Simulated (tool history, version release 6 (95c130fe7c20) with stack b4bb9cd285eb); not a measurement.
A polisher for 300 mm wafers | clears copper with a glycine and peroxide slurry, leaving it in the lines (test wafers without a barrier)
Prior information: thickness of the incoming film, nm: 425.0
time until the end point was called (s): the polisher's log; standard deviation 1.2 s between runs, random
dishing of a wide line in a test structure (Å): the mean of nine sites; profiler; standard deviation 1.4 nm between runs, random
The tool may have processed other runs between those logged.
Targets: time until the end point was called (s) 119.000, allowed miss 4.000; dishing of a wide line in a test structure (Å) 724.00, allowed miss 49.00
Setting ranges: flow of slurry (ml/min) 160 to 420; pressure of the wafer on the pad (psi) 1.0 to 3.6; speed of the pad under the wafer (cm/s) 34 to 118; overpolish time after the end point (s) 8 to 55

run	hour	flow of slurry (ml/min)	pressure of the wafer on the pad (psi)	speed of the pad under the wafer (cm/s)	overpolish time after the end point (s)	time until the end point was called (s)	dishing of a wide line in a test structure (Å)
1	0.0	270	2.3	76	28	89.835	580.98
2	4.3	270	2.1	76	32	94.583	595.60
3	9.2	270	2.6	76	32	80.288	682.80
4	17.5	270	2.1	76	32	95.062	593.40
5	24.2	270	2.6	76	32	80.252	660.32
6	30.0	270	2.2	76	32	93.439	615.80
7	38.2	270	2.1	76	35	95.977	655.23
8	47.1	265	1.5	74	46	120.760	654.25

Below are 5 possible settings for the next run. Only one of them brings all results inside the allowed miss of their targets. Which is it?
A	56.0	230	1.8	74	39	?	?
B	56.0	285	1.9	68	51	?	?
C	56.0	320	1.8	60	35	?	?
D	56.0	290	1.8	74	50	?	?
E	56.0	280	1.7	68	54	?	?

move	time until the end point was called (s)	dishing of a wide line in a test structure (Å)
A	109.300	616.21
B	108.690	709.27
C	120.600	559.83
D	106.580	700.15
E	117.360	700.50
A: the biggest miss grows against the last run
B: brings the last run's worst result on target, with another outside its allowed miss
C: the biggest miss grows against the last run
D: brings the last run's worst result on target, with another outside its allowed miss
E: all results land within tolerance of their targets
Move E is the one to make.
